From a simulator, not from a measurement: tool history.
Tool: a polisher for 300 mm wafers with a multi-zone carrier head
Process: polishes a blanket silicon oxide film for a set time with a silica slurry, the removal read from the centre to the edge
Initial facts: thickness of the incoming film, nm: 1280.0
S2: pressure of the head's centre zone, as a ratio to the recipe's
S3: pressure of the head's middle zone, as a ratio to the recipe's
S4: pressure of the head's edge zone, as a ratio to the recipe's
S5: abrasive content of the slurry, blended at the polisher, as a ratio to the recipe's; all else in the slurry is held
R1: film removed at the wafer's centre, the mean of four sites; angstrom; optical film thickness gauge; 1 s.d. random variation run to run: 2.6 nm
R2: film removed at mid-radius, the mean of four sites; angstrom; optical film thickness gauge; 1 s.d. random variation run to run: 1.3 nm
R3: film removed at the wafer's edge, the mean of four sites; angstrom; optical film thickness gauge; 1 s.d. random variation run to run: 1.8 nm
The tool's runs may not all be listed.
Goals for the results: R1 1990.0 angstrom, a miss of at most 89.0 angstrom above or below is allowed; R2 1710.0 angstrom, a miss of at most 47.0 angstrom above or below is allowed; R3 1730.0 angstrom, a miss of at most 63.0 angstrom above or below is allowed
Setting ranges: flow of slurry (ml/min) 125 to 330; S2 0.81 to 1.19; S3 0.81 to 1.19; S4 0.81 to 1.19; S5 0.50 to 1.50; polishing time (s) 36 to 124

run 1 hour=0.0 | flow_of_slurry_(ml/min)=210 S2=1.00 S3=1.00 S4=1.00 S5=1.00 polishing_time_(s)=79 | R1=2416.0 R2=2383.2 R3=2409.6
run 2 hour=7.8 | flow_of_slurry_(ml/min)=210 S2=1.00 S3=0.95 S4=1.00 S5=1.00 polishing_time_(s)=79 | R1=2415.8 R2=2281.2 R3=2386.5
run 3 hour=8.5 | flow_of_slurry_(ml/min)=205 S2=1.01 S3=0.93 S4=0.96 S5=0.90 polishing_time_(s)=79 | R1=2374.3 R2=2121.1 R3=2219.1
run 4 hour=10.6 | flow_of_slurry_(ml/min)=205 S2=1.01 S3=0.93 S4=0.96 S5=1.00 polishing_time_(s)=79 | R1=2474.8 R2=2229.7 R3=2307.9
run 5 hour=15.9 | flow_of_slurry_(ml/min)=205 S2=1.01 S3=0.93 S4=0.96 S5=1.15 polishing_time_(s)=79 | R1=2558.3 R2=2389.1 R3=2469.8
run 6 hour=23.3 | flow_of_slurry_(ml/min)=205 S2=1.01 S3=0.93 S4=0.96 S5=1.15 polishing_time_(s)=89 | R1=2873.6 R2=2693.7 R3=2797.6
run 7 hour=25.4 | flow_of_slurry_(ml/min)=200 S2=0.99 S3=0.92 S4=0.93 S5=1.00 polishing_time_(s)=87 | R1=2619.1 R2=2403.8 R3=2587.8
run 8 hour=33.0 | flow_of_slurry_(ml/min)=205 S2=1.00 S3=0.93 S4=0.93 S5=0.90 polishing_time_(s)=83 | R1=2483.8 R2=2190.1 R3=2294.7
run 9 hour=40.2 | flow_of_slurry_(ml/min)=205 S2=0.99 S3=0.94 S4=0.91 S5=0.80 polishing_time_(s)=82 | R1=2257.9 R2=2084.1 R3=2136.5
run 10 hour=43.9 | flow_of_slurry_(ml/min)=205 S2=0.99 S3=0.93 S4=0.89 S5=0.75 polishing_time_(s)=82 | R1=2173.6 R2=2011.7 R3=2044.4
run 11 hour=45.0 | flow_of_slurry_(ml/min)=205 S2=1.00 S3=0.92 S4=0.88 S5=0.70 polishing_time_(s)=82 | R1=2112.0 R2=1944.6 R3=1959.1
run 12 hour=50.6 | flow_of_slurry_(ml/min)=200 S2=1.01 S3=0.91 S4=0.87 S5=0.70 polishing_time_(s)=82 | R1=2128.1 R2=1881.2 R3=1927.5

Which one of the following 4 next-run settings gets every result inside its allowed miss? There is exactly one.
run A hour=56.2 | flow_of_slurry_(ml/min)=160 S2=0.96 S3=1.14 S4=0.81 S5=0.65 polishing_time_(s)=84 | R1=? R2=? R3=?
run B hour=56.2 | flow_of_slurry_(ml/min)=180 S2=1.04 S3=0.90 S4=0.82 S5=0.80 polishing_time_(s)=71 | R1=? R2=? R3=?
run C hour=56.2 | flow_of_slurry_(ml/min)=195 S2=0.98 S3=0.93 S4=0.87 S5=0.70 polishing_time_(s)=72 | R1=? R2=? R3=?
run D hour=56.2 | flow_of_slurry_(ml/min)=155 S2=0.91 S3=0.92 S4=0.85 S5=0.55 polishing_time_(s)=91 | R1=? R2=? R3=?

move=A R1=1917.3 R2=2183.2 R3=1806.4
move=B R1=1993.3 R2=1738.2 R3=1736.0
move=C R1=1805.0 R2=1711.0 R3=1704.2
move=D R1=1782.1 R2=1814.6 R3=1821.5
A: misses by more than the last run did
B: all results land within tolerance of their targets
C: gets the furthest-off result to its target, but another result is out of tolerance
D: closes in on the targets versus the last run, not all within tolerance yet
Move B is the one to make.
